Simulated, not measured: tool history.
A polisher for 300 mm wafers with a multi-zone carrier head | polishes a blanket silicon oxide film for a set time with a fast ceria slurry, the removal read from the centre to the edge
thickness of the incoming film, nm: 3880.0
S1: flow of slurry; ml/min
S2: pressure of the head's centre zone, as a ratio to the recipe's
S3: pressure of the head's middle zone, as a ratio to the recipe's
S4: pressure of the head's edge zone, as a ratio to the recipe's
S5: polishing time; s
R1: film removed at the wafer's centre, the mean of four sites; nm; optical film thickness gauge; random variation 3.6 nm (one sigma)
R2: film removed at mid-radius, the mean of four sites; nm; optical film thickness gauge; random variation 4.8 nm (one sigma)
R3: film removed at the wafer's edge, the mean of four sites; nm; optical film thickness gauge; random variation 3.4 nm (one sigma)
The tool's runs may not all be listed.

{"run": 1, "hour": 0.0, "S1": 310, "S2": 1.0, "S3": 1.0, "S4": 1.0, "S5": 49, "R1": 552.45, "R2": 550.97, "R3": 552.72}
{"run": 2, "hour": 0.8, "S1": 310, "S2": 1.0, "S3": 1.08, "S4": 1.0, "S5": 49, "R1": 552.67, "R2": 593.07, "R3": 548.11}
{"run": 3, "hour": 6.2, "S1": 310, "S2": 1.0, "S3": 1.08, "S4": 1.0, "S5": 44, "R1": 485.46, "R2": 531.29, "R3": 495.6}
{"run": 4, "hour": 10.8, "S1": 325, "S2": 1.01, "S3": 1.1, "S4": 1.0, "S5": 44, "R1": 499.44, "R2": 532.03, "R3": 495.1}
{"run": 5, "hour": 19.0, "S1": 325, "S2": 0.96, "S3": 1.1, "S4": 1.0, "S5": 44, "R1": 472.53, "R2": 537.31, "R3": 502.66}
{"run": 6, "hour": 26.4, "S1": 330, "S2": 0.97, "S3": 1.11, "S4": 0.99, "S5": 44, "R1": 482.25, "R2": 540.69, "R3": 489.3}
{"run": 7, "hour": 27.8, "S1": 335, "S2": 0.98, "S3": 1.12, "S4": 0.99, "S5": 44, "R1": 489.72, "R2": 547.81, "R3": 492.29}
{"run": 8, "hour": 33.2, "S1": 345, "S2": 0.99, "S3": 1.13, "S4": 0.99, "S5": 44, "R1": 494.3, "R2": 564.59, "R3": 492.85}
{"run": 9, "hour": 35.8, "S1": 360, "S2": 1.0, "S3": 1.13, "S4": 0.99, "S5": 44, "R1": 500.8, "R2": 551.88, "R3": 493.97}
{"run": 10, "hour": 39.5, "S1": 360, "S2": 1.0, "S3": 1.13, "S4": 0.99, "S5": 44, "R1": 499.33, "R2": 556.51, "R3": 490.35}
{"run": 11, "hour": 48.4, "S1": 365, "S2": 1.01, "S3": 1.14, "S4": 0.99, "S5": 44, "R1": 508.35, "R2": 559.72, "R3": 497.06}
{"run": 12, "hour": 49.6, "S1": 370, "S2": 1.02, "S3": 1.15, "S4": 0.99, "S5": 44, "R1": 508.56, "R2": 564.78, "R3": 496.16}
{"run": 13, "hour": 50.8, "S1": 375, "S2": 1.03, "S3": 1.16, "S4": 0.99, "S5": 44, "R1": 514.32, "R2": 573.08, "R3": 497.45}

Run 14 comes next. What will it give?
{"run": 14, "hour": 54.3, "S1": 380, "S2": 1.04, "S3": 1.17, "S4": 0.99, "S5": 44, "R1": "?", "R2": "?", "R3": "?"}

{"run 14": {"R1": 521.45, "R2": 582.79, "R3": 497.43}}
